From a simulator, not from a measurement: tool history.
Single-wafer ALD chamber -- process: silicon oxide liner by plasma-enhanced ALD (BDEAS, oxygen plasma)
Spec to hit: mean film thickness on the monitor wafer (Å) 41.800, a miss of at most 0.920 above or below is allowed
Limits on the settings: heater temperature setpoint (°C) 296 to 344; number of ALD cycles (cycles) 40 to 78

| run | hour | heater temperature setpoint (°C) | number of ALD cycles (cycles) | mean film thickness on the monitor wafer (Å) |
|---|---|---|---|---|
| 1 | 0.0 | 320 | 59 | 52.662 |
| 2 | 5.1 | 320 | 67 | 59.860 |
| 3 | 9.1 | 330 | 67 | 58.680 |
| 4 | 13.8 | 325 | 67 | 59.623 |
| 5 | 15.0 | 326 | 64 | 56.675 |
| 6 | 20.4 | 326 | 62 | 54.320 |
| 7 | 28.5 | 327 | 60 | 52.592 |
| 8 | 34.4 | 328 | 58 | 51.225 |
| 9 | 37.0 | 328 | 56 | 48.888 |
| 10 | 43.8 | 329 | 55 | 48.149 |
| 11 | 50.8 | 329 | 54 | 47.327 |
| 12 | 55.8 | 329 | 53 | 46.661 |
| 13 | 61.4 | 329 | 52 | 45.666 |
| 14 | 70.4 | 329 | 51 | 44.738 |
| 15 | 74.5 | 330 | 49 | 43.068 |

5 next moves are on the table. One of them brings every result within its allowed miss. Which?
| A | 78.6 | 339 | 48 | ? |
| B | 78.6 | 337 | 46 | ? |
| C | 78.6 | 317 | 44 | ? |
| D | 78.6 | 344 | 53 | ? |
| E | 78.6 | 334 | 45 | ? |

| move | mean film thickness on the monitor wafer (Å) |
|---|---|
| A | 41.765 |
| B | 40.141 |
| C | 39.509 |
| D | 45.780 |
| E | 39.439 |
A: in spec on every target
B: carries the result that was furthest off beyond its target, to the other side
C: carries the result that was furthest off beyond its target, to the other side
D: further off than the last run
E: carries the result that was furthest off beyond its target, to the other side
So the answer is move A, the one that meets all the targets.

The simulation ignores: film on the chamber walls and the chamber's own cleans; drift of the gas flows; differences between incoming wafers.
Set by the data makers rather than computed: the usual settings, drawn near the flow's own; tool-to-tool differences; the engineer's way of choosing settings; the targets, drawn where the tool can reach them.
